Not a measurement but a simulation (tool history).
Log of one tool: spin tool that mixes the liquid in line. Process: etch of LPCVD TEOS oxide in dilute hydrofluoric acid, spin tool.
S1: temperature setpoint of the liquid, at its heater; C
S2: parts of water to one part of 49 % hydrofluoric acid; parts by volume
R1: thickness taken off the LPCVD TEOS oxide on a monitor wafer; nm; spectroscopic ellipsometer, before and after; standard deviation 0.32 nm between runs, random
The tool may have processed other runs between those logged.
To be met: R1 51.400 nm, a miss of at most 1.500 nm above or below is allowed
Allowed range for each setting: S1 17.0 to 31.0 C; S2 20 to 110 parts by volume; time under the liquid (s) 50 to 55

{"run": 1, "hour": 0.0, "S1": 23.0, "S2": 60, "time under the liquid (s)": 50, "R1": 37.977}
{"run": 2, "hour": 0.9, "S1": 24.0, "S2": 60, "time under the liquid (s)": 50, "R1": 39.341}
{"run": 3, "hour": 6.2, "S1": 25.0, "S2": 60, "time under the liquid (s)": 50, "R1": 41.346}
{"run": 4, "hour": 12.6, "S1": 22.0, "S2": 60, "time under the liquid (s)": 50, "R1": 36.316}
{"run": 5, "hour": 13.9, "S1": 18.5, "S2": 60, "time under the liquid (s)": 50, "R1": 31.033}
{"run": 6, "hour": 15.3, "S1": 20.5, "S2": 60, "time under the liquid (s)": 50, "R1": 33.765}
{"run": 7, "hour": 19.2, "S1": 22.0, "S2": 60, "time under the liquid (s)": 50, "R1": 36.532}
{"run": 8, "hour": 20.5, "S1": 26.0, "S2": 60, "time under the liquid (s)": 50, "R1": 43.033}

Exercise: of the 5 proposed moves below, exactly one satisfies all targets within the stated allowed misses. Which move is it?
{"run": "A", "hour": 21.8, "S1": 29.5, "S2": 55, "time under the liquid (s)": 50, "R1": "?"}
{"run": "B", "hour": 21.8, "S1": 30.5, "S2": 60, "time under the liquid (s)": 50, "R1": "?"}
{"run": "C", "hour": 21.8, "S1": 25.5, "S2": 65, "time under the liquid (s)": 50, "R1": "?"}
{"run": "D", "hour": 21.8, "S1": 29.0, "S2": 70, "time under the liquid (s)": 50, "R1": "?"}
{"run": "E", "hour": 21.8, "S1": 26.5, "S2": 60, "time under the liquid (s)": 55, "R1": "?"}

move=A R1=54.252
move=B R1=51.278
move=C R1=38.599
move=D R1=40.829
move=E R1=48.223
A: pushes the last run's worst result past its target
B: every result within its allowed miss
C: the biggest miss grows against the last run
D: the biggest miss grows against the last run
E: nearer than the last run, and not there yet
The move that meets every target is B.
